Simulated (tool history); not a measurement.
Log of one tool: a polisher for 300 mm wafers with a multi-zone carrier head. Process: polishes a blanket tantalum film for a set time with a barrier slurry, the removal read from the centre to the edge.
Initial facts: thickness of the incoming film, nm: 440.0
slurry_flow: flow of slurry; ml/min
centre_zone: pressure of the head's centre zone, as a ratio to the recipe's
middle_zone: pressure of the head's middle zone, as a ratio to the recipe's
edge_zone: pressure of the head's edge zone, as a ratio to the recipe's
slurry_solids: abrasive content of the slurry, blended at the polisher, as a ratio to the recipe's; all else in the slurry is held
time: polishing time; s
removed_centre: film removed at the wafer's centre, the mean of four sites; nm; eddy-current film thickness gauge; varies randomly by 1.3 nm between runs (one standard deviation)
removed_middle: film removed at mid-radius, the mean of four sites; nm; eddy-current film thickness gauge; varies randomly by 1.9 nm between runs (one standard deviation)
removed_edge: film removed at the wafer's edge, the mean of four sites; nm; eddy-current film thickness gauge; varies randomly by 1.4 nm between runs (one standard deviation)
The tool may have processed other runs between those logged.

| run | day | slurry_flow | centre_zone | middle_zone | edge_zone | slurry_solids | time | removed_centre | removed_middle | removed_edge |
|---|---|---|---|---|---|---|---|---|---|---|
| 1 | 0 | 255 | 1 | 1 | 1 | 1 | 75 | 122.43 | 117.13 | 117.62 |
| 2 | 0.358 | 255 | 1 | 1 | 1 | 1 | 93 | 151.92 | 145.75 | 146.62 |
| 3 | 0.425 | 250 | 1 | 0.99 | 1 | 1 | 93 | 150.46 | 139.47 | 144.49 |
| 4 | 0.767 | 250 | 0.95 | 0.99 | 1 | 1 | 93 | 145.3 | 141.26 | 145.91 |
| 5 | 0.921 | 250 | 0.95 | 0.99 | 0.95 | 1 | 93 | 143.86 | 143.31 | 143.01 |
| 6 | 1.008 | 250 | 0.95 | 0.99 | 0.95 | 1.15 | 93 | 151.67 | 151.41 | 146.93 |
| 7 | 1.317 | 245 | 0.95 | 0.97 | 0.95 | 1.15 | 93 | 150.99 | 145.56 | 147.98 |

Predict the results of run 8:
| 8 | 1.646 | 240 | 0.95 | 0.96 | 0.95 | 1.15 | 93 | ? | ? | ? |

removed_centre: 150.37 nm
removed_middle: 150.47 nm
removed_edge: 149.12 nm
